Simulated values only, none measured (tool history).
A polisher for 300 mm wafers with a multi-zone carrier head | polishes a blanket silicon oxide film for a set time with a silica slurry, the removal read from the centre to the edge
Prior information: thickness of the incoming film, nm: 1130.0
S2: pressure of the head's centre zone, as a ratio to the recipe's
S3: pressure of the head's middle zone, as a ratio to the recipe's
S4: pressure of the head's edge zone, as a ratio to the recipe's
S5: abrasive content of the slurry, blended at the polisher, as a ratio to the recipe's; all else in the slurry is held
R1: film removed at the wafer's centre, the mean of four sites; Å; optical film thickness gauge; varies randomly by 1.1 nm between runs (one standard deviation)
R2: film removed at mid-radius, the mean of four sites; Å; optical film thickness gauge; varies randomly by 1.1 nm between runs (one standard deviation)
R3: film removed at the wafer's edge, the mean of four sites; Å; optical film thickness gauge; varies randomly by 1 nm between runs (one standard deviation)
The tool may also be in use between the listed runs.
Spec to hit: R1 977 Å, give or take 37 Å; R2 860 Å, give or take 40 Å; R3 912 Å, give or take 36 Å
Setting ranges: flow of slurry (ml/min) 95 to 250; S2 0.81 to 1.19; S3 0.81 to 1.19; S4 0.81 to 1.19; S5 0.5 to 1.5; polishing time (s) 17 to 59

run 1 hour=0 | flow_of_slurry_(ml/min)=160 S2=1 S3=1 S4=1 S5=1 polishing_time_(s)=38 | R1=1101.7 R2=1112.2 R3=1115.9
run 2 hour=0.6 | flow_of_slurry_(ml/min)=160 S2=1 S3=1.06 S4=1 S5=1 polishing_time_(s)=38 | R1=1121.5 R2=1173 R3=1074.1
run 3 hour=6.4 | flow_of_slurry_(ml/min)=160 S2=1 S3=1.03 S4=1 S5=1 polishing_time_(s)=38 | R1=1113.6 R2=1145.1 R3=1078.5
run 4 hour=11.8 | flow_of_slurry_(ml/min)=160 S2=1.06 S3=1.03 S4=1 S5=1 polishing_time_(s)=38 | R1=1169.6 R2=1149.2 R3=1092.6
run 5 hour=20.6 | flow_of_slurry_(ml/min)=160 S2=0.98 S3=1.03 S4=1 S5=1 polishing_time_(s)=38 | R1=1082 R2=1141.6 R3=1072
run 6 hour=27.4 | flow_of_slurry_(ml/min)=160 S2=1.03 S3=1.03 S4=1 S5=1 polishing_time_(s)=38 | R1=1149.6 R2=1156.5 R3=1094.3
run 7 hour=28.8 | flow_of_slurry_(ml/min)=160 S2=1.04 S3=1.02 S4=0.99 S5=0.95 polishing_time_(s)=38 | R1=1109.2 R2=1086.8 R3=1057.7
run 8 hour=29.4 | flow_of_slurry_(ml/min)=130 S2=1.04 S3=0.92 S4=0.89 S5=0.85 polishing_time_(s)=38 | R1=996.25 R2=925.44 R3=944.57
run 9 hour=30.1 | flow_of_slurry_(ml/min)=130 S2=1.04 S3=0.91 S4=0.89 S5=0.85 polishing_time_(s)=38 | R1=1005.4 R2=917.19 R3=934.45
run 10 hour=31.1 | flow_of_slurry_(ml/min)=130 S2=1.04 S3=0.9 S4=0.89 S5=0.85 polishing_time_(s)=38 | R1=998.83 R2=914.11 R3=921.68

Below are 4 possible settings for the next run. Only one of them brings all results inside the allowed miss of their targets. Which is it?
run A hour=32.1 | flow_of_slurry_(ml/min)=95 S2=1 S3=0.81 S4=1.01 S5=0.8 polishing_time_(s)=44 | R1=? R2=? R3=?
run B hour=32.1 | flow_of_slurry_(ml/min)=155 S2=1.04 S3=0.86 S4=0.92 S5=0.85 polishing_time_(s)=36 | R1=? R2=? R3=?
run C hour=32.1 | flow_of_slurry_(ml/min)=120 S2=1.05 S3=0.85 S4=0.91 S5=0.85 polishing_time_(s)=34 | R1=? R2=? R3=?
run D hour=32.1 | flow_of_slurry_(ml/min)=100 S2=1.03 S3=0.83 S4=0.97 S5=0.8 polishing_time_(s)=39 | R1=? R2=? R3=?

move=A R1=984.61 R2=871.88 R3=1058.9
move=B R1=991.72 R2=869.12 R3=943.26
move=C R1=886.87 R2=770.04 R3=853.02
move=D R1=912.12 R2=798.15 R3=934.17
A: corrects the largest miss of the last run, while another result sits out of spec
B: all results in spec
C: moves the result that the last run missed by most past its target, out the other side
D: moves the result that the last run missed by most past its target, out the other side
Correct choice: B, which meets every target
